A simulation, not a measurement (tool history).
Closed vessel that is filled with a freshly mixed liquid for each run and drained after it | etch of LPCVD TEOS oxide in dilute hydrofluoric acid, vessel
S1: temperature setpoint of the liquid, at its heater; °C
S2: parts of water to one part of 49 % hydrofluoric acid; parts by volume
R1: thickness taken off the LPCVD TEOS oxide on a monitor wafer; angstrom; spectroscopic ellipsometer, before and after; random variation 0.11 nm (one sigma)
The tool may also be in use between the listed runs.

run 1 hour=0.0 | S1=25.0 S2=55 time_in_the_liquid_(s)=35 | R1=343.55
run 2 hour=2.2 | S1=25.0 S2=40 time_in_the_liquid_(s)=35 | R1=481.21
run 3 hour=3.2 | S1=28.0 S2=40 time_in_the_liquid_(s)=35 | R1=540.03
run 4 hour=6.2 | S1=30.0 S2=40 time_in_the_liquid_(s)=35 | R1=584.36
run 5 hour=7.0 | S1=29.0 S2=40 time_in_the_liquid_(s)=35 | R1=564.50
run 6 hour=9.9 | S1=30.5 S2=40 time_in_the_liquid_(s)=35 | R1=597.63
run 7 hour=11.6 | S1=30.5 S2=40 time_in_the_liquid_(s)=35 | R1=601.25

Forecast run 8:
run 8 hour=16.6 | S1=29.0 S2=40 time_in_the_liquid_(s)=35 | R1=?

R1: 561.51 angstrom
